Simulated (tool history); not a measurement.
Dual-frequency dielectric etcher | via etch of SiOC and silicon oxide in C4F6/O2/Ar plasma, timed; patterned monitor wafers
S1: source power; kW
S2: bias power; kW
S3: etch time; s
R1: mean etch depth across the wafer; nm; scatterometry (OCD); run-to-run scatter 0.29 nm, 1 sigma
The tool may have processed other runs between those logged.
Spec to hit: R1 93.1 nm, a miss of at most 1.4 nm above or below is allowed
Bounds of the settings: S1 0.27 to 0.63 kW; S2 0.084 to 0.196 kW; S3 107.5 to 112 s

{"run": 1, "hour": 0.0, "S1": 0.45, "S2": 0.14, "S3": 107.5, "R1": 109.67}
{"run": 2, "hour": 4.8, "S1": 0.4, "S2": 0.137, "S3": 107.5, "R1": 105.21}
{"run": 3, "hour": 8.7, "S1": 0.4, "S2": 0.137, "S3": 112, "R1": 109.52}
{"run": 4, "hour": 14.9, "S1": 0.46, "S2": 0.137, "S3": 112, "R1": 114.28}
{"run": 5, "hour": 23.8, "S1": 0.41, "S2": 0.137, "S3": 112, "R1": 110.88}
{"run": 6, "hour": 29.8, "S1": 0.38, "S2": 0.137, "S3": 112, "R1": 107.65}
{"hour": 31.0, "done": "wet clean of the chamber"}
{"run": 7, "hour": 31.0, "S1": 0.38, "S2": 0.137, "S3": 112, "R1": 103.7}
{"run": 8, "hour": 34.6, "S1": 0.36, "S2": 0.136, "S3": 112, "R1": 101.96}
{"run": 9, "hour": 39.6, "S1": 0.27, "S2": 0.124, "S3": 111.5, "R1": 91.11}

Consider the 5 candidate settings below. Which is the only one whose results all fall within their allowed miss of target?
{"run": "A", "hour": 44.6, "S1": 0.27, "S2": 0.123, "S3": 107.5, "R1": "?"}
{"run": "B", "hour": 44.6, "S1": 0.27, "S2": 0.125, "S3": 110, "R1": "?"}
{"run": "C", "hour": 44.6, "S1": 0.28, "S2": 0.127, "S3": 111.5, "R1": "?"}
{"run": "D", "hour": 44.6, "S1": 0.27, "S2": 0.117, "S3": 111.5, "R1": "?"}
{"run": "E", "hour": 44.6, "S1": 0.28, "S2": 0.114, "S3": 110.5, "R1": "?"}

move=A R1=87.701
move=B R1=90.105
move=C R1=92.648
move=D R1=89.839
move=E R1=89.385
A: lands further from the targets than the last run did
B: lands further from the targets than the last run did
C: meets every target
D: lands further from the targets than the last run did
E: lands further from the targets than the last run did
The move that meets every target is C.
